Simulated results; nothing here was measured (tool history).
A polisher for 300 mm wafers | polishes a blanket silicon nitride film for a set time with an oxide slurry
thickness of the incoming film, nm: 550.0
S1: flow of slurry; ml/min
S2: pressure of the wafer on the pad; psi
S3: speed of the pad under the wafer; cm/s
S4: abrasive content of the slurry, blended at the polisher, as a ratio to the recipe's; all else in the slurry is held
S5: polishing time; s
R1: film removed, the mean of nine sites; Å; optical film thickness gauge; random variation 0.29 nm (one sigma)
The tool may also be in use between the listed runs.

run,day,S1,S2,S3,S4,S5,R1
1,0.000,270,2.5,118,1.0,91,403.05
2,0.304,270,2.3,118,1.0,91,368.83
3,0.483,270,2.6,118,1.0,91,424.36
4,0.750,270,2.6,118,1.0,95,435.82
5,0.842,270,2.6,118,0.8,95,361.85
6,1.175,270,2.4,118,0.8,95,339.15
7,1.304,270,2.3,118,0.8,95,329.18
8,1.671,270,2.2,118,0.8,95,316.92
9,1.975,270,2.1,118,0.8,95,302.70
10,2.004,270,2.0,118,0.8,95,298.81
11,2.088,270,2.0,118,0.8,95,291.69

The next listed run, before its measurement:
12,2.346,270,1.9,118,0.8,95,?

{"run 12": {"R1": 277.31}}

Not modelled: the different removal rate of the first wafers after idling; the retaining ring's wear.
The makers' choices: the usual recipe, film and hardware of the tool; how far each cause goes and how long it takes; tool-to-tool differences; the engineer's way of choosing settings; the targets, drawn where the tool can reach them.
